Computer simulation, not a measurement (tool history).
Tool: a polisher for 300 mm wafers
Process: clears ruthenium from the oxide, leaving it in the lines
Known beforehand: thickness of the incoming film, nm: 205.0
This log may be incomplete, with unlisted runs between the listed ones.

run	day	flow of slurry (ml/min)	pressure of the wafer on the pad (psi)	speed of the pad under the wafer (cm/s)	overpolish time after the end point (s)	time until the end point was called (s)
1	0	195	2.1	112	16	162.48
2	0.125	195	2.1	112	16	164.85
3	0.454	200	2.3	112	16	151.31
4	0.821	200	2.5	112	16	134.04
5	1.092	200	2.5	112	16	136.62
6	1.233	240	2.5	112	16	131.97
7	1.271	240	2.6	112	16	127

Run 8 comes next. What will it give?
8	1.458	240	2.7	112	16	?

{"run 8": {"time until the end point was called (s)": 125.01}}
